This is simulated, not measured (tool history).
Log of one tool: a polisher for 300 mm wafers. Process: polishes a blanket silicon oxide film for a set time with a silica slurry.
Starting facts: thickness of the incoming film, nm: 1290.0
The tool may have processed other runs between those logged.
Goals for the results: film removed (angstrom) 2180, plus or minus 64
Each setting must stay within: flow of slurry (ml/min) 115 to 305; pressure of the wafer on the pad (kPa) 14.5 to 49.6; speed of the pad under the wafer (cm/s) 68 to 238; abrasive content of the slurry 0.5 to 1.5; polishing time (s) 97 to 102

| run | hour | flow of slurry (ml/min) | pressure of the wafer on the pad (kPa) | speed of the pad under the wafer (cm/s) | abrasive content of the slurry | polishing time (s) | film removed (angstrom) |
|---|---|---|---|---|---|---|---|
| 1 | 0 | 195 | 31.7 | 152 | 1 | 97 | 4277.4 |
| 2 | 6.2 | 195 | 31.7 | 152 | 1 | 97 | 4296.2 |
| 3 | 9 | 190 | 27.6 | 146 | 1 | 97 | 3693.7 |
| 4 | 14.3 | 210 | 27.6 | 146 | 1 | 97 | 3744 |
| 5 | 16.4 | 210 | 21.4 | 146 | 1 | 97 | 3038.1 |
| 6 | 18.7 | 210 | 25.5 | 146 | 1 | 97 | 3536.3 |
| 7 | 22 | 210 | 25.5 | 146 | 1 | 97 | 3559.3 |
| 8 | 27.4 | 195 | 22.8 | 144 | 1 | 97 | 3136.3 |
| 9 | 31.2 | 185 | 20.7 | 140 | 1 | 97 | 2859.5 |
| 10 | 40 | 180 | 19.3 | 138 | 1 | 97 | 2691.7 |
| 11 | 48.7 | 175 | 17.9 | 136 | 1 | 97 | 2472.2 |
| 12 | 55 | 165 | 17.2 | 136 | 1 | 97 | 2383.9 |
| 13 | 56.3 | 155 | 17.2 | 136 | 1 | 97 | 2362 |
| 14 | 61.6 | 150 | 17.2 | 136 | 1 | 97 | 2325.6 |
| 15 | 64.8 | 145 | 17.2 | 136 | 1 | 97 | 2340.2 |
| 16 | 69.5 | 140 | 17.2 | 136 | 1 | 97 | 2298.2 |
| 17 | 70.7 | 135 | 17.2 | 136 | 1 | 97 | 2276.3 |

Next run, 5 choices. One meets every target within its allowed miss, the rest don't. Which?
| A | 71.9 | 145 | 16.5 | 138 | 1.15 | 101 | ? |
| B | 71.9 | 135 | 16.5 | 148 | 1 | 101 | ? |
| C | 71.9 | 155 | 17.2 | 146 | 1 | 97 | ? |
| D | 71.9 | 145 | 15.9 | 146 | 1.05 | 100 | ? |
| E | 71.9 | 125 | 15.9 | 142 | 1 | 99 | ? |

| move | film removed (angstrom) |
|---|---|
| A | 2503.6 |
| B | 2406.8 |
| C | 2439 |
| D | 2376.8 |
| E | 2193.6 |
A: its largest miss is bigger than the last run's
B: its largest miss is bigger than the last run's
C: its largest miss is bigger than the last run's
D: its largest miss is bigger than the last run's
E: every result within its allowed miss
E is the move that brings every result within its allowed miss.

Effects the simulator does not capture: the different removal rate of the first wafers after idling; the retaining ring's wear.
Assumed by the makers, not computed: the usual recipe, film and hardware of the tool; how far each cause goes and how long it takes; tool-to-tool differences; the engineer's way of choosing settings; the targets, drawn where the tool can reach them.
